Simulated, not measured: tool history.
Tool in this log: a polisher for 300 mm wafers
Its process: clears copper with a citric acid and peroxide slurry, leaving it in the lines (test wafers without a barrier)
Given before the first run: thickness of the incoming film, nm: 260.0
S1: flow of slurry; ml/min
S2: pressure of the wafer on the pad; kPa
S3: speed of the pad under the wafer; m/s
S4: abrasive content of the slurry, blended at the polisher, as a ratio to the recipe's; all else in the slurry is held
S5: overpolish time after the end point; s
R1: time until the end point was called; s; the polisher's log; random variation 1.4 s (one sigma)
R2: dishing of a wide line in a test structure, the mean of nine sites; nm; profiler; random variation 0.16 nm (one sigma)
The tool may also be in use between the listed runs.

run    day   S1    S2    S3    S4  S5       R1       R2
  1  0.000  240  23.4  1.26  1.00  18   88.441  31.2900
  2  0.117  220  23.4  1.26  1.00  18   88.942  30.8280
  3  0.262  225  21.4  1.26  1.00  16   94.986  26.3590
  4  0.533  225  17.9  1.26  1.00  16  108.170  24.3810
  5  0.788  225  17.9  1.54  1.00  16   91.098  27.6290
  6  1.117  280  17.9  1.54  1.00  16   87.126  28.1460
  7  1.196  285  16.5  1.48  1.00  15   95.263  24.7980
  8  1.429  290  15.2  1.44  1.00  14  103.260  22.4380
  9  1.450  295  10.3  1.32  1.00   7  135.360   9.6470
 10  1.500  295  10.3  1.32  1.00   7  132.590   9.6581
 11  1.538  280  11.0  1.32  0.95   8  130.470  11.0480
 12  1.825  275  11.0  1.32  0.90   9  132.800  12.2010
 13  1.942  270  11.0  1.32  0.85   9  137.900  11.9630
     2.025  -- head pressure recalibrated
 14  2.025  270  11.0  1.32  0.85   9  140.520  11.4540

What does the tool deliver on the next run?
 15  2.342  270  11.7  1.32  0.80   9   ?   ?

R1: 141.360 s
R2: 11.6720 nm
